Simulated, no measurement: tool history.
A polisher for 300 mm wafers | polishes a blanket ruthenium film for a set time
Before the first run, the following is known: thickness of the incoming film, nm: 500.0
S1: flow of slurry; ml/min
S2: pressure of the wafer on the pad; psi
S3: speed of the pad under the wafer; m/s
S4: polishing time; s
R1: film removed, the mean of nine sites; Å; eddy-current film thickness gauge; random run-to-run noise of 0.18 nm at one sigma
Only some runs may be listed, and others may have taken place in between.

run  hour   S1   S2    S3  S4      R1
  1   0.0  300  1.4  0.84  20  111.33
  2   7.1  300  1.4  0.84  20  115.40
  3  15.2  365  1.4  0.84  20  114.38
  4  17.4  365  1.6  0.84  20  128.54
  5  22.7  365  1.6  0.84  20  127.75
  6  31.2  365  1.8  0.86  20  145.97
  7  33.4  365  1.9  0.88  20  157.15
  8  40.5  365  2.2  0.88  20  176.46

Estimate the outcome of run 9 from the log above:
  9  41.0  370  2.2  0.90  20   ?

R1: 181.17 Å

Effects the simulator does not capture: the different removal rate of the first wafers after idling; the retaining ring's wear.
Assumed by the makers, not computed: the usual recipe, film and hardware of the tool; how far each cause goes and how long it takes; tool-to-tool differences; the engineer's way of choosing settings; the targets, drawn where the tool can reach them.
